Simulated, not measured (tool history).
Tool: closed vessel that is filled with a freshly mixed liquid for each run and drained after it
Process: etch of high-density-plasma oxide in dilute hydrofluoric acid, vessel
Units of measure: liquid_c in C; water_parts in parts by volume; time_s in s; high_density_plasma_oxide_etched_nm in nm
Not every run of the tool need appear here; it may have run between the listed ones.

run	hour	liquid_c	water_parts	time_s	high_density_plasma_oxide_etched_nm
1	0	20	135	215	11.602
2	8.1	20	135	215	11.598
3	15.7	20	135	215	11.704
4	22.2	20	135	95	5.173
5	28.6	21.5	135	95	5.4308
6	34.1	21	135	95	5.3896
7	38.7	20.5	135	95	5.2626
8	41.3	20	130	95	5.3417
9	45.8	20	145	100	5.0279

For run 10, what comes out?
10	53.6	19.5	140	100	?

{"run 10": {"high_density_plasma_oxide_etched_nm": 5.0884}}
